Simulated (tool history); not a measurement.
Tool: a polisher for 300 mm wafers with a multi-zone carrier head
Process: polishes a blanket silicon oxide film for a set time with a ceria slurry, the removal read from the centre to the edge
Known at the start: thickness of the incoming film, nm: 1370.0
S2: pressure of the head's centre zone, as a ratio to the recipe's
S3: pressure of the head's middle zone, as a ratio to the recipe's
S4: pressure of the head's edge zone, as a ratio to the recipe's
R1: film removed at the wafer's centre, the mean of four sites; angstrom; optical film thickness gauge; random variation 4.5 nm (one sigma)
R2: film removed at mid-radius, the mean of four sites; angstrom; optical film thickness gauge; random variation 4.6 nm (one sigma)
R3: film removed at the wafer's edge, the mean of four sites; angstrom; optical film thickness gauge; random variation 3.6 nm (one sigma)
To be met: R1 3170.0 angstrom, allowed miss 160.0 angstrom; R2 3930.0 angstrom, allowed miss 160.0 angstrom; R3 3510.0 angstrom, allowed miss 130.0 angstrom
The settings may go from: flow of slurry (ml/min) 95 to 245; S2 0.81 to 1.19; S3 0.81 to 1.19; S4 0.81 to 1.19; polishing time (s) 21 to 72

run 1 day=0.000 | flow_of_slurry_(ml/min)=155 S2=1.00 S3=1.00 S4=1.00 polishing_time_(s)=46 | R1=2848.2 R2=2895.6 R3=2701.8
run 2 day=0.138 | flow_of_slurry_(ml/min)=190 S2=1.00 S3=1.00 S4=1.00 polishing_time_(s)=46 | R1=2917.6 R2=2942.3 R3=2832.8
run 3 day=0.229 | flow_of_slurry_(ml/min)=195 S2=0.98 S3=1.04 S4=1.03 polishing_time_(s)=48 | R1=2979.8 R2=3190.8 R3=2984.3
run 4 day=0.600 | flow_of_slurry_(ml/min)=195 S2=0.93 S3=1.04 S4=1.03 polishing_time_(s)=48 | R1=2806.5 R2=3129.2 R3=2966.0
run 5 day=0.638 | flow_of_slurry_(ml/min)=195 S2=0.86 S3=1.04 S4=1.03 polishing_time_(s)=48 | R1=2577.4 R2=3188.2 R3=2977.0
run 6 day=0.717 | flow_of_slurry_(ml/min)=200 S2=0.87 S3=1.07 S4=1.04 polishing_time_(s)=50 | R1=2746.1 R2=3402.1 R3=3167.9
run 7 day=0.967 | flow_of_slurry_(ml/min)=205 S2=0.89 S3=1.10 S4=1.05 polishing_time_(s)=51 | R1=2868.3 R2=3538.7 R3=3209.8
run 8 day=1.071 | flow_of_slurry_(ml/min)=210 S2=0.90 S3=1.11 S4=1.06 polishing_time_(s)=52 | R1=2940.6 R2=3599.8 R3=3286.2
run 9 day=1.179 | flow_of_slurry_(ml/min)=215 S2=0.90 S3=1.12 S4=1.06 polishing_time_(s)=53 | R1=3033.5 R2=3784.2 R3=3289.8

4 next moves are on the table. One of them brings every result within its allowed miss. Which?
run A day=1.288 | flow_of_slurry_(ml/min)=230 S2=0.91 S3=1.14 S4=1.09 polishing_time_(s)=54 | R1=? R2=? R3=?
run B day=1.288 | flow_of_slurry_(ml/min)=240 S2=0.96 S3=1.17 S4=0.92 polishing_time_(s)=51 | R1=? R2=? R3=?
run C day=1.288 | flow_of_slurry_(ml/min)=195 S2=0.83 S3=1.12 S4=1.14 polishing_time_(s)=55 | R1=? R2=? R3=?
run D day=1.288 | flow_of_slurry_(ml/min)=210 S2=0.92 S3=1.05 S4=1.11 polishing_time_(s)=53 | R1=? R2=? R3=?

move=A R1=3081.8 R2=3984.2 R3=3522.7
move=B R1=3087.0 R2=3864.2 R3=3090.6
move=C R1=2806.5 R2=3930.8 R3=3620.9
move=D R1=3025.0 R2=3610.9 R3=3467.8
A: meets every target
B: further off than the last run
C: brings the result that was furthest off to its target, and leaves another outside
D: brings the result that was furthest off to its target, and leaves another outside
Answer: A

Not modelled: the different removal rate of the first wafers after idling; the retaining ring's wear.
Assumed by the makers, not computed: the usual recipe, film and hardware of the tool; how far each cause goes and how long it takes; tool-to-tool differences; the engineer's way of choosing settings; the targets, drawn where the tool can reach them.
